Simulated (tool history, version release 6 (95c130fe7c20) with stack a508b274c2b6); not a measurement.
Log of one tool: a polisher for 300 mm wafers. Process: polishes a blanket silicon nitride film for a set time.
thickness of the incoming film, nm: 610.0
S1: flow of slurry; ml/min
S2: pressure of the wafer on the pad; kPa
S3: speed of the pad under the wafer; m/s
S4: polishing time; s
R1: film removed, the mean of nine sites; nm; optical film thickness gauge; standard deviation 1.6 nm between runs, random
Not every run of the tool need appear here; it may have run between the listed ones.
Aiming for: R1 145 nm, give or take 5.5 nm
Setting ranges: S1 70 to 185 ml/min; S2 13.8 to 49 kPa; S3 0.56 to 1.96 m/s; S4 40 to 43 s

run  hour   S1    S2    S3  S4      R1
  1     0  120    31  1.26  43  97.414
  2   8.5  120    31  0.98  43  79.258
  3    16  120  35.2  0.98  43  86.876
  4  18.6  120  35.2  0.98  43  85.582
  5  20.7  120  27.6  0.98  43  70.978
  6  21.4  120  24.1  0.98  43  65.247
  7  27.6  125  32.4  1.02  43  84.022
  8  36.6  130  37.9  1.06  43  99.003
  9  37.3  130  41.4  1.12  43   113.6
 10  38.8  130  44.1  1.14  43  117.26
 11  41.1  130  44.1  1.14  43   119.4
 12  49.1  135  45.5  1.18  43     126
 13  51.3  135  46.9  1.22  43  131.92
 14    53  135  47.6  1.24  43   136.3

4 candidate next runs follow, results not yet known. Just one meets every target within its allowed miss. Identify it.
  A  54.7  145  45.5  1.18  40   ?
  B  54.7  110  42.7  1.32  40   ?
  C  54.7  150  44.1  1.18  42   ?
  D  54.7  155  45.5  1.34  43   ?

move      R1
   A  119.46
   B   117.2
   C  123.03
   D  143.84
A: lands further from the targets than the last run did
B: lands further from the targets than the last run did
C: lands further from the targets than the last run did
D: every result lands within tolerance
So the answer is move D, the one that meets all the targets.

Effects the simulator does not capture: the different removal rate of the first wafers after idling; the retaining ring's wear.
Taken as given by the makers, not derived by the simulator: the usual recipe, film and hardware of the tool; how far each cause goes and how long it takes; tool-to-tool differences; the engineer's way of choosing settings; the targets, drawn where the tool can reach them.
